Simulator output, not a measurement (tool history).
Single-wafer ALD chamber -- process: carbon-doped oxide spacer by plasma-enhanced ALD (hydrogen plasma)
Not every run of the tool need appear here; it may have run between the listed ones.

run,hour,heater temperature setpoint (°C),number of ALD cycles (cycles),mean film thickness on the monitor wafer (Å)
1,0,405,262,141.29
2,6.2,416,262,136.46
3,13.1,411,280,149.32
4,15.9,411,250,132.22
5,19.6,411,286,150.88
6,23.4,407,298,162.3
7,29.1,403,303,164.52

What does the tool deliver on the next run?
8,37.1,402,310,?

{"run 8": {"mean film thickness on the monitor wafer (Å)": 169.23}}

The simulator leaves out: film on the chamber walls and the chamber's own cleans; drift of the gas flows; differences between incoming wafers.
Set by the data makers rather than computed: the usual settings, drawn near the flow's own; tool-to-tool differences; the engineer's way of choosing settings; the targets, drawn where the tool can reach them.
